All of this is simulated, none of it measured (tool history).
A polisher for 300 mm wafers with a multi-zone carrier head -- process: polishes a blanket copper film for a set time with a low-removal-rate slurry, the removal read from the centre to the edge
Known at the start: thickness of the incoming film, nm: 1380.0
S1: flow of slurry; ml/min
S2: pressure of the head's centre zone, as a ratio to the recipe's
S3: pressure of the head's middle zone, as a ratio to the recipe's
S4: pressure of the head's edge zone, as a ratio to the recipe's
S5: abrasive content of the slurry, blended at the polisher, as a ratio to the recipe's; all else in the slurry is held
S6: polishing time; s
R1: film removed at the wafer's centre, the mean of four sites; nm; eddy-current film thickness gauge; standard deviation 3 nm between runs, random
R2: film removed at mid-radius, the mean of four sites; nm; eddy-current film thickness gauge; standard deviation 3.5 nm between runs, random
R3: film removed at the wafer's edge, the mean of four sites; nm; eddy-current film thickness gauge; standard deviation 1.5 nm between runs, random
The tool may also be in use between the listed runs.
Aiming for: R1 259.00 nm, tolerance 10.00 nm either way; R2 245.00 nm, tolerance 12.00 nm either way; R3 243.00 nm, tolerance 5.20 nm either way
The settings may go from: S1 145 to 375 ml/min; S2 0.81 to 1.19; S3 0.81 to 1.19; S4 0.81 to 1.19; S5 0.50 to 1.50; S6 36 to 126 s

run	hour	S1	S2	S3	S4	S5	S6	R1	R2	R3
1	0.0	240	1.00	1.00	1.00	1.00	81	311.73	322.27	318.85
2	1.5	235	1.00	0.98	0.97	0.90	80	303.70	294.40	303.45
3	5.1	235	1.00	1.04	0.97	0.90	80	300.80	309.43	299.30
4	6.8	230	0.99	1.04	0.94	0.85	80	288.89	303.11	296.90
5	14.7	185	0.99	1.04	0.94	0.85	80	285.88	299.43	287.55
6	19.6	185	0.99	1.04	0.94	0.95	80	296.55	314.53	296.84
7	23.1	180	1.00	1.04	0.93	0.85	79	282.94	282.56	282.10
8	27.1	180	1.01	1.06	0.91	0.80	78	282.57	293.24	272.77
9	34.5	175	1.01	1.05	0.90	0.75	78	266.89	288.75	263.99
10	40.3	170	1.02	1.02	0.89	0.75	78	273.86	276.70	265.73
11	48.6	170	1.03	1.01	0.88	0.70	78	276.64	258.54	256.58
12	49.1	170	1.02	1.01	0.87	0.70	78	268.44	265.98	255.09
13	54.5	170	1.02	1.00	0.86	0.70	78	272.16	264.84	255.55
14	57.5	170	1.02	0.99	0.85	0.70	78	272.44	260.60	254.90
15	61.0	170	1.02	0.99	0.85	0.70	78	277.76	259.90	254.45
16	66.8	170	1.01	0.99	0.85	0.70	78	268.44	258.77	252.04
17	68.9	170	1.01	0.98	0.84	0.70	78	268.05	257.53	252.73

Exercise: of the 4 proposed moves below, exactly one satisfies all targets within the stated allowed misses. Which move is it?
A	71.0	170	1.03	0.97	0.87	0.75	73	?	?	?
B	71.0	155	1.18	1.07	0.81	0.70	80	?	?	?
C	71.0	190	1.14	0.92	0.97	0.80	68	?	?	?
D	71.0	170	0.98	0.87	0.84	0.85	74	?	?	?

move	R1	R2	R3
A	259.34	244.15	244.19
B	315.61	276.63	253.16
C	276.41	226.59	244.00
D	259.14	239.38	253.66
A: all results in spec
B: lands further from the targets than the last run did
C: the furthest-off result lands on target, but another misses its tolerance
D: lands further from the targets than the last run did
The right move is A.
